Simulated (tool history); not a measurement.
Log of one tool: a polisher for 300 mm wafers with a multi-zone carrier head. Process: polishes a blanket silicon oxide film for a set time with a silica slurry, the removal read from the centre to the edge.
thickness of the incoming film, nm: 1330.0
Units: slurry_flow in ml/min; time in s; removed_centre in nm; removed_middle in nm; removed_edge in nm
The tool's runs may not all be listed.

Run 1, day 0: slurry_flow 275 ml/min, centre_zone 1, middle_zone 1, edge_zone 1, slurry_solids 1, time 59 s. Result: removed_centre 132.56 nm, removed_middle 145.5 nm, removed_edge 146.22 nm.
Run 2, day 0.162: slurry_flow 275 ml/min, centre_zone 1, middle_zone 0.91, edge_zone 1, slurry_solids 1, time 59 s. Result: removed_centre 135.48 nm, removed_middle 134.5 nm, removed_edge 148.03 nm.
Run 3, day 0.296: slurry_flow 275 ml/min, centre_zone 1, middle_zone 0.91, edge_zone 1.06, slurry_solids 1, time 59 s. Result: removed_centre 135.26 nm, removed_middle 134.31 nm, removed_edge 153.7 nm.
Run 4, day 0.542: slurry_flow 300 ml/min, centre_zone 1.06, middle_zone 0.95, edge_zone 1, slurry_solids 1.15, time 62 s. Result: removed_centre 158.31 nm, removed_middle 153.99 nm, removed_edge 161.9 nm.
Run 5, day 0.621: slurry_flow 310 ml/min, centre_zone 1.1, middle_zone 0.98, edge_zone 0.96, slurry_solids 1.25, time 66 s. Result: removed_centre 180.6 nm, removed_middle 173.97 nm, removed_edge 175.4 nm.
Run 6, day 0.9: slurry_flow 345 ml/min, centre_zone 1.1, middle_zone 0.98, edge_zone 0.96, slurry_solids 1.25, time 66 s. Result: removed_centre 182.21 nm, removed_middle 172.84 nm, removed_edge 176.41 nm.
Run 7, day 1.075: slurry_flow 345 ml/min, centre_zone 1.13, middle_zone 1, edge_zone 0.92, slurry_solids 1.35, time 69 s. Result: removed_centre 199.03 nm, removed_middle 190.8 nm, removed_edge 178.86 nm.
At day 1.158: centre zone pressure recalibrated.
Run 8, day 1.158: slurry_flow 350 ml/min, centre_zone 1.15, middle_zone 1.01, edge_zone 0.92, slurry_solids 1.4, time 71 s. Result: removed_centre 231.98 nm, removed_middle 201.51 nm, removed_edge 191.99 nm.

Forecast run 9:
Run 9, day 1.446: slurry_flow 350 ml/min, centre_zone 1.14, middle_zone 1.05, edge_zone 0.94, slurry_solids 1.4, time 71 s. Result: removed_centre ?, removed_middle ?, removed_edge ?.

{"run 9": {"removed_centre": 231.93, "removed_middle": 207.23, "removed_edge": 191.83}}

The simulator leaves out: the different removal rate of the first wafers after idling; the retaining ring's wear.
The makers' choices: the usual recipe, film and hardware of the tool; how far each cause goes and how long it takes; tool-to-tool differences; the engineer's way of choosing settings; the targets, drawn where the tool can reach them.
